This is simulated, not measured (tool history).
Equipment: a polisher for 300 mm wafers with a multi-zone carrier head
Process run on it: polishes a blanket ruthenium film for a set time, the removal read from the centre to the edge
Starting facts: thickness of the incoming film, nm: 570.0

run,hour,flow of slurry (ml/min),pressure of the head's centre zone,pressure of the head's middle zone,pressure of the head's edge zone,polishing time (s),film removed at the wafer's centre (nm),film removed at mid-radius (nm),film removed at the wafer's edge (nm)
1,0,310,1,1,1,76,118.6,120.51,127.58
2,1,305,0.95,1,0.96,69,105.41,111.05,112.97
3,3.8,305,0.95,0.96,0.96,69,105.71,107.25,116.27
4,9.3,305,0.95,0.96,0.96,56,85.922,88.615,90.514
5,17,305,0.95,0.96,1.01,56,84.664,86.547,94.81
6,25,235,0.95,0.96,1.01,56,82.7,84.131,91.839
7,32.9,235,0.92,0.99,1,55,78.466,84.16,88.56

What will run 8 give?
8,37.4,240,0.9,1.01,1,55,?,?,?

{"run 8": {"film removed at the wafer's centre (nm)": 78.244, "film removed at mid-radius (nm)": 84.717, "film removed at the wafer's edge (nm)": 90.672}}
